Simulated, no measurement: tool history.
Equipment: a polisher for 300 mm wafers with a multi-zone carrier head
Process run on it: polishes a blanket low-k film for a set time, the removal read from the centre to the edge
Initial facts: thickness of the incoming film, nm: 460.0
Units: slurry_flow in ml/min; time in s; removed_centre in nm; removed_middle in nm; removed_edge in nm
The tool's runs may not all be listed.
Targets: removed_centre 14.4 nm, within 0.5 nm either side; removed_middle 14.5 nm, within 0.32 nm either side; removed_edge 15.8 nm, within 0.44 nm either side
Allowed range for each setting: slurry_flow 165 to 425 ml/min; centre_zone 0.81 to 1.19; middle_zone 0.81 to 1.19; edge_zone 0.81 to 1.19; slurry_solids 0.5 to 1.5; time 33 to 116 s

run,hour,slurry_flow,centre_zone,middle_zone,edge_zone,slurry_solids,time,removed_centre,removed_middle,removed_edge
1,0,275,1,1,1,1,74,23.396,23.795,24.249
2,7.4,275,1,1.07,1,1,74,23.451,25.407,23.724
3,9.4,275,0.96,1.07,1,1,74,22.665,25.493,23.946
4,14.6,325,0.96,1.07,1,1,74,22.979,25.868,24.227
5,18.5,315,0.95,1.02,0.97,0.9,71,20.141,22.128,21.548
6,27.1,315,0.95,1.02,0.97,0.7,71,17.347,18.396,17.569
7,30.8,300,0.93,0.98,0.94,0.7,71,16.393,17.64,17.328
8,38.4,285,0.93,0.95,0.92,0.7,71,16.7,16.968,17.217
9,44.2,275,0.91,0.93,0.9,0.7,71,15.912,16.557,17.148
10,49.7,240,0.91,0.84,0.82,0.55,71,12.376,12.035,12.617
11,58.6,275,0.9,0.85,0.85,0.55,71,12.384,12.284,13.109
12,61.8,275,0.91,0.87,0.89,0.55,71,12.732,12.486,13.628
13,68,275,0.91,0.89,0.91,0.55,71,12.582,12.737,13.479
14,75.3,300,0.91,0.89,0.92,0.55,71,12.833,12.743,13.659
15,80.3,300,0.91,0.9,0.94,0.55,71,12.6,12.924,13.855
16,86.1,300,0.92,0.91,0.96,0.6,71,14.131,14.443,15.077

Pick the move, out of 5, that brings all results within their allowed miss; only one does.
A,91.9,295,0.85,0.87,0.92,0.6,73,?,?,?
B,91.9,300,0.92,0.84,0.97,0.6,73,?,?,?
C,91.9,365,0.92,0.9,1,0.6,71,?,?,?
D,91.9,315,0.91,0.96,0.93,0.55,75,?,?,?
E,91.9,375,0.96,1.04,0.98,0.9,47,?,?,?

move,removed_centre,removed_middle,removed_edge
A,13.132,14.241,15.245
B,14.245,13.852,15.654
C,14.12,14.503,15.638
D,13.268,14.555,14.395
E,13.617,15.108,14.257
A: further off than the last run
B: puts the biggest miss on target and leaves a different result outside tolerance
C: every result within its allowed miss
D: further off than the last run
E: further off than the last run
So the answer is move C, the one that meets all the targets.
